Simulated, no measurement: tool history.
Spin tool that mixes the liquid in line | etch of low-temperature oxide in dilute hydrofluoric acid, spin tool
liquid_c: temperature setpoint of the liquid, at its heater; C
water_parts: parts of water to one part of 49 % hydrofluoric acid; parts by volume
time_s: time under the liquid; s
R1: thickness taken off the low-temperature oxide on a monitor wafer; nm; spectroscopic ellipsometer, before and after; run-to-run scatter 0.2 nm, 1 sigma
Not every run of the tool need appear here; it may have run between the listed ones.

run 1 hour=0 | liquid_c=22 water_parts=85 time_s=50 | R1=16.956
run 2 hour=5.5 | liquid_c=25.5 water_parts=85 time_s=50 | R1=19.732
run 3 hour=9.8 | liquid_c=26.5 water_parts=80 time_s=50 | R1=21.759
run 4 hour=18.6 | liquid_c=26.5 water_parts=90 time_s=50 | R1=19.022
run 5 hour=26 | liquid_c=27 water_parts=85 time_s=50 | R1=20.607
run 6 hour=28.3 | liquid_c=25.5 water_parts=85 time_s=50 | R1=19.451
run 7 hour=32.7 | liquid_c=26.5 water_parts=80 time_s=50 | R1=21.656
run 8 hour=35.1 | liquid_c=27 water_parts=75 time_s=50 | R1=23.63

For run 9, what comes out?
run 9 hour=43 | liquid_c=27.5 water_parts=70 time_s=50 | R1=?

Run 9 yielded R1 26.069 nm.
